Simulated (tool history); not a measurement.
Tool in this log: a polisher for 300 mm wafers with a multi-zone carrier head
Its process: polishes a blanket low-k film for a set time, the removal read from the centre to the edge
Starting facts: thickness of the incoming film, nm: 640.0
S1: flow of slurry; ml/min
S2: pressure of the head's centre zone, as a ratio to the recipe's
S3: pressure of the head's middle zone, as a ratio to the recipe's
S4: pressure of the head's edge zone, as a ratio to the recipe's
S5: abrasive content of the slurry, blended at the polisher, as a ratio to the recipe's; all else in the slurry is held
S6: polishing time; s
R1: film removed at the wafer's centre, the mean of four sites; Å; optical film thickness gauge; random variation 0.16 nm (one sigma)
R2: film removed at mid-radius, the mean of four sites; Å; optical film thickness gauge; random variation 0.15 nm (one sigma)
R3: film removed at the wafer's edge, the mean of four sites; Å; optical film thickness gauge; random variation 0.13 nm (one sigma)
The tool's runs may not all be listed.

Run 1, hour 0.0: S1 265 ml/min, S2 1.00, S3 1.00, S4 1.00, S5 1.00, S6 49 s. Result: R1 127.53 Å, R2 132.52 Å, R3 129.57 Å.
Run 2, hour 6.7: S1 265 ml/min, S2 1.00, S3 0.97, S4 1.00, S5 1.00, S6 49 s. Result: R1 129.67 Å, R2 129.71 Å, R3 128.34 Å.
Run 3, hour 15.3: S1 270 ml/min, S2 0.98, S3 0.99, S4 1.05, S5 1.10, S6 49 s. Result: R1 133.13 Å, R2 137.92 Å, R3 139.17 Å.
Run 4, hour 20.9: S1 270 ml/min, S2 0.98, S3 0.93, S4 1.05, S5 1.10, S6 49 s. Result: R1 132.06 Å, R2 129.88 Å, R3 139.13 Å.
Run 5, hour 24.8: S1 280 ml/min, S2 0.96, S3 0.96, S4 1.09, S5 1.15, S6 49 s. Result: R1 136.17 Å, R2 134.96 Å, R3 146.18 Å.
Run 6, hour 33.3: S1 285 ml/min, S2 0.93, S3 1.00, S4 1.11, S5 1.20, S6 49 s. Result: R1 131.36 Å, R2 146.15 Å, R3 150.42 Å.

The next listed run, before its measurement:
Run 7, hour 40.4: S1 295 ml/min, S2 0.92, S3 1.01, S4 1.13, S5 1.25, S6 49 s. Result: R1 ?, R2 ?, R3 ?.

R1: 135.08 Å
R2: 153.42 Å
R3: 156.24 Å
